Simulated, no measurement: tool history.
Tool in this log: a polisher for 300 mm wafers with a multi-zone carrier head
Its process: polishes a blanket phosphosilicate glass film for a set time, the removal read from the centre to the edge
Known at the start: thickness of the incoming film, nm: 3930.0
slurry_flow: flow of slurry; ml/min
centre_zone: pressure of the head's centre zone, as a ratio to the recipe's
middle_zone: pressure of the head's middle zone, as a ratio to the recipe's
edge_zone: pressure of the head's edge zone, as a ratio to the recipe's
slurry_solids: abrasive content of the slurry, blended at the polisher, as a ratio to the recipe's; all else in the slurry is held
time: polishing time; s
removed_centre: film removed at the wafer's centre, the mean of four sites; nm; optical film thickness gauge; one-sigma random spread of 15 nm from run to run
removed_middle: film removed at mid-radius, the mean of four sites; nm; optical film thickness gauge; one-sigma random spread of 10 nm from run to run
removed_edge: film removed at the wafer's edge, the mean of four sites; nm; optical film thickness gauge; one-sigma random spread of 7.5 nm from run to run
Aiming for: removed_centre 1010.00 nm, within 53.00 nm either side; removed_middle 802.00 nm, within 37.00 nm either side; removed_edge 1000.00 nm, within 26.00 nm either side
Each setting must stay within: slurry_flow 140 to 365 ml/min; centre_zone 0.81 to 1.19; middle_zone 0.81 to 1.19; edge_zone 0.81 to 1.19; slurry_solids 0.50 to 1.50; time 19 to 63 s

run,day,slurry_flow,centre_zone,middle_zone,edge_zone,slurry_solids,time,removed_centre,removed_middle,removed_edge
1,0.000,235,1.00,1.00,1.00,1.00,41,608.68,620.73,613.76
2,0.225,235,1.00,1.00,0.96,1.00,41,604.01,613.97,604.47
3,0.512,235,1.02,0.94,1.02,1.15,43,720.79,680.96,706.99
4,0.638,200,1.02,0.94,1.02,1.15,43,695.43,654.25,705.47
5,0.962,155,1.02,0.94,1.02,1.15,43,656.81,629.13,674.16
6,1.217,155,1.02,0.87,1.02,1.15,43,669.13,585.99,675.47
7,1.392,180,1.04,0.86,1.07,1.25,44,750.50,633.10,763.43
8,1.450,205,1.06,0.87,1.10,1.30,44,787.43,678.36,789.51

Of the 5 settings listed for the next run, only one would bring every result within its allowed miss of target. Which one?
A,1.508,140,1.10,0.82,1.09,1.30,59,?,?,?
B,1.508,210,1.11,0.84,1.01,1.50,50,?,?,?
C,1.508,180,1.05,0.81,1.14,1.40,50,?,?,?
D,1.508,260,1.19,0.82,1.01,1.40,51,?,?,?
E,1.508,185,1.16,0.81,1.05,1.40,55,?,?,?

move,removed_centre,removed_middle,removed_edge
A,995.89,819.24,998.53
B,996.04,817.84,922.33
C,887.53,753.38,933.09
D,1092.90,819.43,934.05
E,1085.40,832.56,988.36
A: each result inside its tolerance
B: an improvement on the last run, though not all results are within tolerance
C: an improvement on the last run, though not all results are within tolerance
D: an improvement on the last run, though not all results are within tolerance
E: the furthest-off result lands on target, but another misses its tolerance
The right move is A.
